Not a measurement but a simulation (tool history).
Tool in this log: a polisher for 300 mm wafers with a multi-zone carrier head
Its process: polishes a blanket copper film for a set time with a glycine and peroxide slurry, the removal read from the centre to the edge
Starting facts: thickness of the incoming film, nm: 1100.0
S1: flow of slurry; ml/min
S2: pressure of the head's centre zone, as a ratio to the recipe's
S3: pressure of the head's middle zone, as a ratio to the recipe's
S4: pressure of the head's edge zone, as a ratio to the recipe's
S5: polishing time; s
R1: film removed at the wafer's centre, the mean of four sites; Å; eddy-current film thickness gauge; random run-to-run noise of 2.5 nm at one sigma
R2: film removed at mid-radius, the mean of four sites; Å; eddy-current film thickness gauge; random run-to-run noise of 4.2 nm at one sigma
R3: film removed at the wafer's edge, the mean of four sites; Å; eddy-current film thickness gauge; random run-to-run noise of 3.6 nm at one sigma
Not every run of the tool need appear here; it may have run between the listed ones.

run  hour   S1    S2    S3    S4  S5      R1      R2      R3
  1   0.0  265  1.00  1.00  1.00  37  1848.3  1836.2  1763.8
  2   8.8  265  0.99  1.02  1.02  39  1954.4  1932.5  1907.0
  3  10.8  265  0.99  1.02  1.02  30  1496.8  1522.7  1433.1
  4  17.4  265  1.07  1.02  1.02  30  1606.6  1487.1  1446.9
  5  19.9  265  1.07  0.94  1.02  30  1588.0  1397.5  1423.5
  6  23.8  270  1.04  0.97  1.03  33  1726.6  1589.5  1616.0

For run 7, what comes out?
  7  24.5  270  1.04  0.97  1.03  33   ?   ?   ?

Run 7 measured R1 1686.3 Å, R2 1606.5 Å, R3 1568.6 Å.

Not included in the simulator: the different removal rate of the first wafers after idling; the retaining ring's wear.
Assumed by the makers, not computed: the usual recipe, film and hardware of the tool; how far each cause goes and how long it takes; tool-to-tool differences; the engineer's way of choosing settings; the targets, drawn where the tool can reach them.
